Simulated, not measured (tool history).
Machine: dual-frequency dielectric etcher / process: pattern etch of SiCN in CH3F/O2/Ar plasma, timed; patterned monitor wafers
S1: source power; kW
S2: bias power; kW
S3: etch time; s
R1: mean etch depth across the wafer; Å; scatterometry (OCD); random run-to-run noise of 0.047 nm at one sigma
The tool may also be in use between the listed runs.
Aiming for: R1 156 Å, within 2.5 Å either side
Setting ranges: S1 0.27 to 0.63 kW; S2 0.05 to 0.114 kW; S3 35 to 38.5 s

run 1 hour=0 | S1=0.45 S2=0.082 S3=38.5 | R1=144.16
run 2 hour=5.2 | S1=0.45 S2=0.082 S3=35 | R1=131.18
run 3 hour=12.4 | S1=0.48 S2=0.082 S3=35 | R1=134.49
run 4 hour=16.6 | S1=0.51 S2=0.082 S3=35 | R1=138.51
run 5 hour=20.5 | S1=0.53 S2=0.084 S3=35 | R1=141.7
run 6 hour=24.5 | S1=0.55 S2=0.086 S3=35 | R1=145.52
run 7 hour=25.3 | S1=0.57 S2=0.087 S3=35 | R1=148.8
run 8 hour=30.1 | S1=0.58 S2=0.087 S3=35 | R1=149.26
run 9 hour=35 | S1=0.59 S2=0.088 S3=35 | R1=151.26
run 10 hour=40.2 | S1=0.6 S2=0.088 S3=35 | R1=152.09
run 11 hour=43.9 | S1=0.61 S2=0.088 S3=35 | R1=153.64

Exactly one of the 5 candidate moves below puts every result within its allowed miss. Which one?
run A hour=47.6 | S1=0.63 S2=0.084 S3=35 | R1=?
run B hour=47.6 | S1=0.54 S2=0.087 S3=35.5 | R1=?
run C hour=47.6 | S1=0.56 S2=0.09 S3=36.5 | R1=?
run D hour=47.6 | S1=0.57 S2=0.078 S3=37.5 | R1=?
run E hour=47.6 | S1=0.54 S2=0.092 S3=35.5 | R1=?

move=A R1=151.29
move=B R1=146.81
move=C R1=155.53
move=D R1=150.59
move=E R1=150.66
A: lands further from the targets than the last run did
B: lands further from the targets than the last run did
C: all results in spec
D: lands further from the targets than the last run did
E: lands further from the targets than the last run did
So the answer is move C, the one that meets all the targets.
